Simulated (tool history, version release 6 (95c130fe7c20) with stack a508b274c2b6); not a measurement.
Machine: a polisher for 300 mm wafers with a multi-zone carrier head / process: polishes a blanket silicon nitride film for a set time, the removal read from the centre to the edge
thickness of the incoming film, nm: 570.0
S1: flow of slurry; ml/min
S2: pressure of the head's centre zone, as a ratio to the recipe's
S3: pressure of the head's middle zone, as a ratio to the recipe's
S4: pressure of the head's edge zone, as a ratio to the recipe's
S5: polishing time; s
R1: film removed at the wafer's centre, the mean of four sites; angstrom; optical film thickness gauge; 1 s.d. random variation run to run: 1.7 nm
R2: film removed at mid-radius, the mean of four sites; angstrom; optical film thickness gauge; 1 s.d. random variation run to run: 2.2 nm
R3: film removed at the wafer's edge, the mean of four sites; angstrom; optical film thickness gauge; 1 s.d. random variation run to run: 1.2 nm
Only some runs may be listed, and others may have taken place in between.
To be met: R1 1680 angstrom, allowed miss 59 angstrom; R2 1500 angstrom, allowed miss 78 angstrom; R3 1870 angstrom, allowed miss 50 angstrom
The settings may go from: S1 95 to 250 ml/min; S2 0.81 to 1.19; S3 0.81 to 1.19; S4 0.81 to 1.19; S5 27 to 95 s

Run 1, hour 0: S1 160 ml/min, S2 1, S3 1, S4 1, S5 61 s. Result: R1 1211.5 angstrom, R2 1191.5 angstrom, R3 1269 angstrom.
Run 2, hour 7.2: S1 165 ml/min, S2 1, S3 0.99, S4 1.03, S5 64 s. Result: R1 1265.8 angstrom, R2 1276.2 angstrom, R3 1354.6 angstrom.
Run 3, hour 12.2: S1 165 ml/min, S2 1.01, S3 0.96, S4 1.05, S5 66 s. Result: R1 1348.9 angstrom, R2 1261.7 angstrom, R3 1400.1 angstrom.
Run 4, hour 19: S1 165 ml/min, S2 1, S3 0.95, S4 1.07, S5 68 s. Result: R1 1328.3 angstrom, R2 1303.1 angstrom, R3 1445.7 angstrom.
Run 5, hour 19.7: S1 165 ml/min, S2 1, S3 0.93, S4 1.09, S5 70 s. Result: R1 1393.6 angstrom, R2 1298.1 angstrom, R3 1530.9 angstrom.
Run 6, hour 20.6: S1 150 ml/min, S2 1, S3 0.93, S4 1.09, S5 70 s. Result: R1 1403.6 angstrom, R2 1314.6 angstrom, R3 1511.8 angstrom.
Run 7, hour 24: S1 155 ml/min, S2 1, S3 0.92, S4 1.11, S5 72 s. Result: R1 1389.8 angstrom, R2 1333.4 angstrom, R3 1555.2 angstrom.
Run 8, hour 24.8: S1 160 ml/min, S2 1.01, S3 0.91, S4 1.12, S5 73 s. Result: R1 1461.5 angstrom, R2 1394.8 angstrom, R3 1600.3 angstrom.
Run 9, hour 33.1: S1 160 ml/min, S2 1.01, S3 0.89, S4 1.13, S5 74 s. Result: R1 1477.5 angstrom, R2 1295.8 angstrom, R3 1626.1 angstrom.
Run 10, hour 40.9: S1 165 ml/min, S2 1.01, S3 0.89, S4 1.14, S5 75 s. Result: R1 1493.8 angstrom, R2 1381.2 angstrom, R3 1671.7 angstrom.
Run 11, hour 48.6: S1 170 ml/min, S2 1.02, S3 0.89, S4 1.15, S5 76 s. Result: R1 1559.4 angstrom, R2 1362.6 angstrom, R3 1700.7 angstrom.
Run 12, hour 53.3: S1 175 ml/min, S2 1.02, S3 0.89, S4 1.16, S5 77 s. Result: R1 1587.4 angstrom, R2 1403.7 angstrom, R3 1743.6 angstrom.

Below are 5 possible settings for the next run. Only one of them brings all results inside the allowed miss of their targets. Which is it?
Run A, hour 58: S1 170 ml/min, S2 1.06, S3 0.95, S4 1.13, S5 76 s. Result: R1 ?, R2 ?, R3 ?.
Run B, hour 58: S1 180 ml/min, S2 1.02, S3 0.88, S4 1.18, S5 82 s. Result: R1 ?, R2 ?, R3 ?.
Run C, hour 58: S1 165 ml/min, S2 1.12, S3 0.81, S4 1.09, S5 76 s. Result: R1 ?, R2 ?, R3 ?.
Run D, hour 58: S1 180 ml/min, S2 1.14, S3 0.99, S4 1.09, S5 72 s. Result: R1 ?, R2 ?, R3 ?.
Run E, hour 58: S1 185 ml/min, S2 1.05, S3 0.84, S4 1.11, S5 78 s. Result: R1 ?, R2 ?, R3 ?.

move      R1      R2      R3
   A  1623.3  1449.1  1667.8
   B  1695.8  1476.4  1850.4
   C  1707.9  1265.8  1636.6
   D  1666.8  1429.6  1557.6
   E  1665.9  1355.5  1710.1
A: the biggest miss grows against the last run
B: all results land within tolerance of their targets
C: the biggest miss grows against the last run
D: the biggest miss grows against the last run
E: the biggest miss grows against the last run
Answer: B
